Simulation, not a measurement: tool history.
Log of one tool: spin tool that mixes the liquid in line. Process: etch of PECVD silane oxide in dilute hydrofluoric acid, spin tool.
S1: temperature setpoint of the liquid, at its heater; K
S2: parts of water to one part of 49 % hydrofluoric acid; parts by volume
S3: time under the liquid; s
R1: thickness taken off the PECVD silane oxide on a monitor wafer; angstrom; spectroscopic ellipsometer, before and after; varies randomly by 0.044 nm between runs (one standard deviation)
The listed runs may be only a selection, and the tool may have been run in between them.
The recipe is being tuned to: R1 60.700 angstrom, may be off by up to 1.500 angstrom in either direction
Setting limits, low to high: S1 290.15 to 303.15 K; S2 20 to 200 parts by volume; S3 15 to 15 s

run	hour	S1	S2	S3	R1
1	0.0	295.15	110	15	31.602
2	3.4	296.15	105	15	35.088
3	5.7	297.15	100	15	37.679
4	12.1	297.15	70	15	56.685
5	19.9	297.15	45	15	91.579
6	27.7	296.65	45	15	90.015
7	33.0	296.15	50	15	78.119
8	40.7	292.15	50	15	66.827
9	46.0	291.15	50	15	63.872

Which of these 4 next moves meets every target?
A	51.3	290.65	55	15	?
B	51.3	291.65	50	15	?
C	51.3	290.65	45	15	?
D	51.3	290.15	50	15	?

move	R1
A	55.861
B	64.519
C	69.050
D	60.468
A: the result that was furthest off in the last run now lies on the other side of its target
B: its largest miss is bigger than the last run's
C: its largest miss is bigger than the last run's
D: every result within its allowed miss
D meets every target.
